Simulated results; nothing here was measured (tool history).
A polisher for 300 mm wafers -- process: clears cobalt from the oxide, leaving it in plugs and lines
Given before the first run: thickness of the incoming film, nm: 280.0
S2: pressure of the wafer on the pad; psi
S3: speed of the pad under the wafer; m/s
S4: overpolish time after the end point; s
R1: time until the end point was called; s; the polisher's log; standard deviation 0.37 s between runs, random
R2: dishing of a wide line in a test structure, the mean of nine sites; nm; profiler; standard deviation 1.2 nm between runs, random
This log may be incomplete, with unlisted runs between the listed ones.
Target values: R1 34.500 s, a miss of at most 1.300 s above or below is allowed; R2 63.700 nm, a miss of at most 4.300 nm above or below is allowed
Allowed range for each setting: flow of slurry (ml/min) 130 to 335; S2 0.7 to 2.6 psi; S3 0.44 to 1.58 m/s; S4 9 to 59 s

Run 1, hour 0.0: flow of slurry (ml/min) 215, S2 1.6 psi, S3 1.00 m/s, S4 30 s. Result: R1 51.991 s, R2 58.916 nm.
Run 2, hour 1.6: flow of slurry (ml/min) 215, S2 1.7 psi, S3 1.00 m/s, S4 30 s. Result: R1 49.775 s, R2 61.091 nm.
Run 3, hour 6.6: flow of slurry (ml/min) 215, S2 1.8 psi, S3 1.00 m/s, S4 29 s. Result: R1 47.127 s, R2 60.901 nm.
Run 4, hour 11.0: flow of slurry (ml/min) 215, S2 1.8 psi, S3 1.00 m/s, S4 17 s. Result: R1 47.989 s, R2 50.587 nm.
Run 5, hour 12.0: flow of slurry (ml/min) 215, S2 1.9 psi, S3 1.00 m/s, S4 18 s. Result: R1 44.534 s, R2 55.308 nm.
Run 6, hour 16.2: flow of slurry (ml/min) 220, S2 2.1 psi, S3 1.00 m/s, S4 19 s. Result: R1 41.533 s, R2 57.055 nm.
Run 7, hour 17.9: flow of slurry (ml/min) 220, S2 2.3 psi, S3 1.00 m/s, S4 20 s. Result: R1 38.400 s, R2 57.416 nm.
Run 8, hour 23.3: flow of slurry (ml/min) 220, S2 2.3 psi, S3 1.00 m/s, S4 21 s. Result: R1 38.385 s, R2 57.894 nm.
Run 9, hour 26.7: flow of slurry (ml/min) 220, S2 2.3 psi, S3 1.00 m/s, S4 22 s. Result: R1 38.779 s, R2 59.025 nm.

Next run, 4 choices. One meets every target within its allowed miss, the rest don't. Which?
Run A, hour 30.1: flow of slurry (ml/min) 280, S2 2.4 psi, S3 0.82 m/s, S4 23 s. Result: R1 ?, R2 ?.
Run B, hour 30.1: flow of slurry (ml/min) 220, S2 2.2 psi, S3 0.90 m/s, S4 38 s. Result: R1 ?, R2 ?.
Run C, hour 30.1: flow of slurry (ml/min) 190, S2 2.2 psi, S3 1.08 m/s, S4 22 s. Result: R1 ?, R2 ?.
Run D, hour 30.1: flow of slurry (ml/min) 220, S2 2.4 psi, S3 1.06 m/s, S4 34 s. Result: R1 ?, R2 ?.

move      R1      R2
   A  44.513  57.967
   B  45.100  62.380
   C  38.537  59.109
   D  35.651  62.691
A: its largest miss is bigger than the last run's
B: its largest miss is bigger than the last run's
C: gains on the last run, yet a result remains outside its allowed miss
D: every result within its allowed miss
D is the move that brings every result within its allowed miss.
